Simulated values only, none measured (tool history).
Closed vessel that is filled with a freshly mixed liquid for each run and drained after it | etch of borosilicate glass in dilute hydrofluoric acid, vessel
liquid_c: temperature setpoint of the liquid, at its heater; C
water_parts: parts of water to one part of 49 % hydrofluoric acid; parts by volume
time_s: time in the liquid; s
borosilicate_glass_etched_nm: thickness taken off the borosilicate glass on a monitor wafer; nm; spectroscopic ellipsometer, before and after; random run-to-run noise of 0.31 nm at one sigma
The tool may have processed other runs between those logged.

Run 1, hour 0.0: liquid_c 26.0 C, water_parts 60 parts by volume, time_s 30 s. Result: borosilicate_glass_etched_nm 17.600 nm.
Run 2, hour 7.4: liquid_c 26.0 C, water_parts 60 parts by volume, time_s 30 s. Result: borosilicate_glass_etched_nm 17.294 nm.
Run 3, hour 10.9: liquid_c 27.5 C, water_parts 55 parts by volume, time_s 30 s. Result: borosilicate_glass_etched_nm 20.408 nm.
Run 4, hour 17.3: liquid_c 25.5 C, water_parts 55 parts by volume, time_s 30 s. Result: borosilicate_glass_etched_nm 18.778 nm.
Run 5, hour 23.3: liquid_c 25.5 C, water_parts 55 parts by volume, time_s 30 s. Result: borosilicate_glass_etched_nm 18.773 nm.
At hour 27.0: hydrofluoric acid flow meter replaced.
Run 6, hour 27.0: liquid_c 28.0 C, water_parts 55 parts by volume, time_s 30 s. Result: borosilicate_glass_etched_nm 23.552 nm.
Run 7, hour 29.7: liquid_c 29.0 C, water_parts 55 parts by volume, time_s 30 s. Result: borosilicate_glass_etched_nm 24.638 nm.
Run 8, hour 38.1: liquid_c 30.0 C, water_parts 55 parts by volume, time_s 30 s. Result: borosilicate_glass_etched_nm 25.529 nm.

What does the tool deliver on the next run?
Run 9, hour 42.2: liquid_c 31.0 C, water_parts 55 parts by volume, time_s 30 s. Result: borosilicate_glass_etched_nm ?.

{"run 9": {"borosilicate_glass_etched_nm": 26.299}}

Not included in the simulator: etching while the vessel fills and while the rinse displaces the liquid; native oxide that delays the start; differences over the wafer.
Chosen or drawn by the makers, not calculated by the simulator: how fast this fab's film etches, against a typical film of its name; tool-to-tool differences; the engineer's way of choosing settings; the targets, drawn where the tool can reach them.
